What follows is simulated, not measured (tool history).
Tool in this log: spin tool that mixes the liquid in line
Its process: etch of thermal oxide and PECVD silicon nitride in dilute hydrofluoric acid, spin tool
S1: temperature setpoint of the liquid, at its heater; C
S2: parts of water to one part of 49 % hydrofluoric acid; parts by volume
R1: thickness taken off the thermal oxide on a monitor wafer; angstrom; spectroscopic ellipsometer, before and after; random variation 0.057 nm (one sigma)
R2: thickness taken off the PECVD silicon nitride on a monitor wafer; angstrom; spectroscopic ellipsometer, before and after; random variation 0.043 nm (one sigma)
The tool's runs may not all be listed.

run 1 hour=0.0 | S1=21.0 S2=195 time_under_the_liquid_(s)=180 | R1=34.289 R2=12.9400
run 2 hour=2.5 | S1=21.5 S2=165 time_under_the_liquid_(s)=175 | R1=41.505 R2=15.2370
run 3 hour=3.2 | S1=19.0 S2=165 time_under_the_liquid_(s)=175 | R1=37.496 R2=12.9160
run 4 hour=7.4 | S1=19.0 S2=190 time_under_the_liquid_(s)=175 | R1=31.893 R2=11.4130
run 5 hour=14.0 | S1=17.0 S2=190 time_under_the_liquid_(s)=175 | R1=29.362 R2=10.2460
run 6 hour=15.8 | S1=17.0 S2=225 time_under_the_liquid_(s)=175 | R1=24.306 R2=8.3309
run 7 hour=17.1 | S1=18.0 S2=185 time_under_the_liquid_(s)=175 | R1=31.747 R2=11.0960
run 8 hour=25.7 | S1=19.0 S2=160 time_under_the_liquid_(s)=170 | R1=37.575 R2=13.3090
run 9 hour=30.3 | S1=19.5 S2=140 time_under_the_liquid_(s)=170 | R1=45.206 R2=15.4200

Run 10 is up next; what results do you expect?
run 10 hour=31.4 | S1=23.5 S2=75 time_under_the_liquid_(s)=145 | R1=? R2=?

R1: 89.884 angstrom
R2: 31.4560 angstrom
